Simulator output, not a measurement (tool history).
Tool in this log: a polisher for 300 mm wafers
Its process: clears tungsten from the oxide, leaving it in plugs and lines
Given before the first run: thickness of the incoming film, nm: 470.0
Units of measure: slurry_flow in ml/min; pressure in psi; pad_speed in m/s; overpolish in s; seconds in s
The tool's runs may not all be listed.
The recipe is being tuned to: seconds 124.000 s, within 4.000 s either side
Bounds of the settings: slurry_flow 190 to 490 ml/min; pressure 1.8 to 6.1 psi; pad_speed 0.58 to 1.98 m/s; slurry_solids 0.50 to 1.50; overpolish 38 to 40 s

Run 1, hour 0.0: slurry_flow 315 ml/min, pressure 3.9 psi, pad_speed 1.28 m/s, slurry_solids 1.00, overpolish 38 s. Result: seconds 76.469 s.
Run 2, hour 5.1: slurry_flow 315 ml/min, pressure 3.7 psi, pad_speed 1.28 m/s, slurry_solids 1.00, overpolish 38 s. Result: seconds 79.698 s.
Run 3, hour 8.2: slurry_flow 315 ml/min, pressure 3.7 psi, pad_speed 1.28 m/s, slurry_solids 1.20, overpolish 38 s. Result: seconds 77.319 s.
Run 4, hour 10.8: slurry_flow 315 ml/min, pressure 2.9 psi, pad_speed 1.28 m/s, slurry_solids 1.20, overpolish 38 s. Result: seconds 97.868 s.
Run 5, hour 14.6: slurry_flow 275 ml/min, pressure 2.9 psi, pad_speed 1.28 m/s, slurry_solids 1.20, overpolish 38 s. Result: seconds 101.300 s.
Run 6, hour 20.8: slurry_flow 205 ml/min, pressure 2.9 psi, pad_speed 1.28 m/s, slurry_solids 1.20, overpolish 38 s. Result: seconds 101.460 s.
Run 7, hour 25.6: slurry_flow 205 ml/min, pressure 2.8 psi, pad_speed 1.28 m/s, slurry_solids 1.20, overpolish 38 s. Result: seconds 105.510 s.
Run 8, hour 31.2: slurry_flow 205 ml/min, pressure 2.7 psi, pad_speed 1.28 m/s, slurry_solids 1.20, overpolish 38 s. Result: seconds 109.770 s.
Run 9, hour 34.9: slurry_flow 205 ml/min, pressure 2.5 psi, pad_speed 1.28 m/s, slurry_solids 1.20, overpolish 38 s. Result: seconds 117.340 s.

Of the 4 settings listed for the next run, only one would bring every result within its allowed miss of target. Which one?
Run A, hour 38.6: slurry_flow 190 ml/min, pressure 2.5 psi, pad_speed 1.36 m/s, slurry_solids 1.25, overpolish 40 s. Result: seconds ?.
Run B, hour 38.6: slurry_flow 200 ml/min, pressure 2.8 psi, pad_speed 1.20 m/s, slurry_solids 1.40, overpolish 38 s. Result: seconds ?.
Run C, hour 38.6: slurry_flow 195 ml/min, pressure 3.5 psi, pad_speed 1.00 m/s, slurry_solids 1.30, overpolish 38 s. Result: seconds ?.
Run D, hour 38.6: slurry_flow 260 ml/min, pressure 1.8 psi, pad_speed 1.66 m/s, slurry_solids 1.10, overpolish 40 s. Result: seconds ?.

move  seconds
   A  111.950
   B  110.260
   C  107.950
   D  125.310
A: the biggest miss grows against the last run
B: the biggest miss grows against the last run
C: the biggest miss grows against the last run
D: each result inside its tolerance
Correct choice: D, which meets every target

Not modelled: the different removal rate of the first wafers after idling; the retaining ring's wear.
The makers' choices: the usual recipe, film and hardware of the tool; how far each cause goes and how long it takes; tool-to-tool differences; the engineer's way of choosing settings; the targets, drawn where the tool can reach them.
